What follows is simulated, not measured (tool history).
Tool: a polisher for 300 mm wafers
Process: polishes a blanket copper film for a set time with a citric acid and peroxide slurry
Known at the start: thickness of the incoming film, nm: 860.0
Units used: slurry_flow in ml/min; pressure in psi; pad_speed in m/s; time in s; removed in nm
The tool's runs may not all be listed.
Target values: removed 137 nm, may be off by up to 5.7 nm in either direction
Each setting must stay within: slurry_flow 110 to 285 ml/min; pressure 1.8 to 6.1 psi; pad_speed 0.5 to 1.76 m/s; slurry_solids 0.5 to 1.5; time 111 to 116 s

run,hour,slurry_flow,pressure,pad_speed,slurry_solids,time,removed
1,0,180,3.9,1.12,1,111,301.52
2,8.4,180,3.9,1.12,1,116,301.55
3,12.5,160,3.9,1.12,1,116,304.69
4,16,160,3.9,1.12,1,111,295.48
5,24.1,115,3.9,1.12,1,111,286.02
6,31.3,115,3.9,1,1,111,250.06
7,34,115,2.8,0.9,1,111,167.94
8,42.8,115,2.6,0.9,1,111,154.05
9,49.8,115,2.5,0.9,1,111,151.88
10,56.5,115,2.4,0.9,1,111,143.86

Which of these 4 next moves meets every target?
A,63.2,115,1.9,1.16,1.1,111,?
B,63.2,110,2.2,1.12,0.7,115,?
C,63.2,115,2.6,0.9,0.9,115,?
D,63.2,115,1.9,1.08,1.05,111,?

move,removed
A,149.6
B,150.88
C,155.57
D,138.14
A: lands further from the targets than the last run did
B: lands further from the targets than the last run did
C: lands further from the targets than the last run did
D: every result within its allowed miss
So the answer is move D, the one that meets all the targets.
